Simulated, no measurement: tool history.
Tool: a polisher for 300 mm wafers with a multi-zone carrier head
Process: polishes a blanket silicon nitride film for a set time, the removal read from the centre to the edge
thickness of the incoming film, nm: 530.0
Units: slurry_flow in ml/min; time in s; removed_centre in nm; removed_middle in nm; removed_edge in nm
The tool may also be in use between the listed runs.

| run | hour | slurry_flow | centre_zone | middle_zone | edge_zone | time | removed_centre | removed_middle | removed_edge |
|---|---|---|---|---|---|---|---|---|---|
| 1 | 0 | 170 | 1 | 1 | 1 | 79 | 181.47 | 185.46 | 186.64 |
| 2 | 7.8 | 130 | 1 | 1 | 1 | 79 | 172.42 | 174.54 | 179.63 |
| 3 | 15.5 | 145 | 0.98 | 0.98 | 1.05 | 84 | 177.33 | 184.73 | 198.19 |
| 4 | 20.4 | 145 | 0.98 | 1.04 | 1.05 | 84 | 185.13 | 194.41 | 198.45 |
| 5 | 23.8 | 125 | 0.98 | 1.04 | 1.05 | 84 | 172.33 | 192.77 | 194.24 |
| 6 | 31.4 | 145 | 0.97 | 1.02 | 1.09 | 87 | 184.21 | 199.32 | 210.14 |
| 7 | 34.5 | 165 | 0.96 | 1 | 1.12 | 89 | 191.22 | 208.57 | 220.12 |

Forecast run 8:
| 8 | 37.5 | 175 | 0.95 | 0.97 | 1.14 | 92 | ? | ? | ? |

removed_centre: 203.13 nm
removed_middle: 214.19 nm
removed_edge: 230.43 nm
